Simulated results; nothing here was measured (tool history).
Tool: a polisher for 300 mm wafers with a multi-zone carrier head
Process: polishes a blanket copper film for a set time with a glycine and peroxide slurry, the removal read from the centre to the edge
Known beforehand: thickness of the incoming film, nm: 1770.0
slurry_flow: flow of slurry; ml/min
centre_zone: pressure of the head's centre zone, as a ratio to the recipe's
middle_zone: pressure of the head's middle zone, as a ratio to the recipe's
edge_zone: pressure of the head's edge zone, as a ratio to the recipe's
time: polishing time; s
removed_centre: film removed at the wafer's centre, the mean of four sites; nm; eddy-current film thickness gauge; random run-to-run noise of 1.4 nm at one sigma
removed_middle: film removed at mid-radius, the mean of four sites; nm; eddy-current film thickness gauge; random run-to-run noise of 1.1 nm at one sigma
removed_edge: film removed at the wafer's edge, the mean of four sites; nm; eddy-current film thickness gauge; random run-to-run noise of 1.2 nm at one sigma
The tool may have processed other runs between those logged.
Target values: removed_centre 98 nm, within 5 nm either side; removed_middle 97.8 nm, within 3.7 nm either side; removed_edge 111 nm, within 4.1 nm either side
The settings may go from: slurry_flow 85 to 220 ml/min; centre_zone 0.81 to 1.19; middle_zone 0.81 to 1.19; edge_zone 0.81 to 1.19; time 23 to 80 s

run  hour  slurry_flow  centre_zone  middle_zone  edge_zone  time  removed_centre  removed_middle  removed_edge
  1     0          140            1            1          1    51          204.08          214.62        207.12
  2   2.3          140            1            1       1.07    51          208.67          213.49        215.68
  3   7.8          140            1            1       1.07    43          173.59          178.72        183.45
  4  11.4          105            1            1       1.07    43          157.68          165.36        174.21
  5    15          105            1         0.98       1.05    40           146.3          151.88         160.6
  6    17          125            1         0.98       1.05    40          156.19          158.22        165.42
  7  18.6           90         0.93         0.88       0.96    26          85.088          86.362        97.301
  8  21.2           95         0.93         0.88       0.97    26          86.893          87.071        97.012
  9  28.2          100         0.93         0.88       0.99    26          89.603          90.334        99.826
 10    29          100         0.94         0.88       1.01    26          89.542          88.863        100.64
 11  36.4          105         0.94         0.88       1.03    26          90.503          92.568        102.24
 12  38.2          105         0.95         0.88       1.05    26          88.872          90.051         104.5

Pick the move, out of 5, that brings all results within their allowed miss; only one does.
  A    40          125         0.81          0.9       1.04    26               ?               ?             ?
  B    40          110         0.99         0.88       1.04    24               ?               ?             ?
  C    40           90         0.85         1.01       1.17    28               ?               ?             ?
  D    40          100         0.89         0.93       1.08    24               ?               ?             ?
  E    40           85         0.98         0.91       1.03    29               ?               ?             ?

move  removed_centre  removed_middle  removed_edge
   A          84.076          98.145        109.71
   B          91.239          85.741        98.827
   C          84.474          104.93        116.72
   D          79.185          87.137        98.583
   E          98.295          97.301        111.84
A: the furthest-off result lands on target, but another misses its tolerance
B: the biggest miss grows against the last run
C: takes the biggest miss from the last run beyond its target
D: the biggest miss grows against the last run
E: every result within its allowed miss
E is the move that brings every result within its allowed miss.
